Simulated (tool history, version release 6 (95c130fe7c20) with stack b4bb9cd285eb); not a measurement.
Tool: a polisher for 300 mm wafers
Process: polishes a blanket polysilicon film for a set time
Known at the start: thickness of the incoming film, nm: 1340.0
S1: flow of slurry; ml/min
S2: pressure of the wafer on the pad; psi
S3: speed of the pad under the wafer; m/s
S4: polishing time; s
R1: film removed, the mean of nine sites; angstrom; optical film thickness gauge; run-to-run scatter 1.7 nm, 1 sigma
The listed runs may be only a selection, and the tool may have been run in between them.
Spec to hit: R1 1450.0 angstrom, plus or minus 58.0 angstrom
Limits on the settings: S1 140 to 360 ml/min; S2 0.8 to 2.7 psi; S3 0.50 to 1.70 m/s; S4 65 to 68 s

run    day   S1   S2    S3  S4      R1
  1  0.000  230  1.7  1.10  65  3751.0
  2  0.054  230  1.7  1.26  65  4391.2
  3  0.171  230  2.1  1.26  65  5225.7
  4  0.442  230  2.1  1.26  68  5625.0
  5  0.779  230  1.7  1.04  67  3766.6
  6  0.979  230  1.7  0.88  67  3112.2
  7  1.042  230  1.4  0.78  67  2274.6
  8  1.288  230  1.2  0.76  67  2002.6
  9  1.375  230  1.1  0.74  67  1781.9
 10  1.617  230  1.0  0.74  67  1647.1

Next run, 4 choices. One meets every target within its allowed miss, the rest don't. Which?
  A  1.858  145  1.3  0.50  68   ?
  B  1.858  210  1.0  0.68  65   ?
  C  1.858  235  0.8  0.74  65   ?
  D  1.858  265  0.9  0.66  66   ?

move      R1
   A  1364.1
   B  1471.0
   C  1332.0
   D  1362.0
A: takes the result that was furthest off past its target
B: hits every target within its allowed miss
C: takes the result that was furthest off past its target
D: takes the result that was furthest off past its target
The move that meets every target is B.

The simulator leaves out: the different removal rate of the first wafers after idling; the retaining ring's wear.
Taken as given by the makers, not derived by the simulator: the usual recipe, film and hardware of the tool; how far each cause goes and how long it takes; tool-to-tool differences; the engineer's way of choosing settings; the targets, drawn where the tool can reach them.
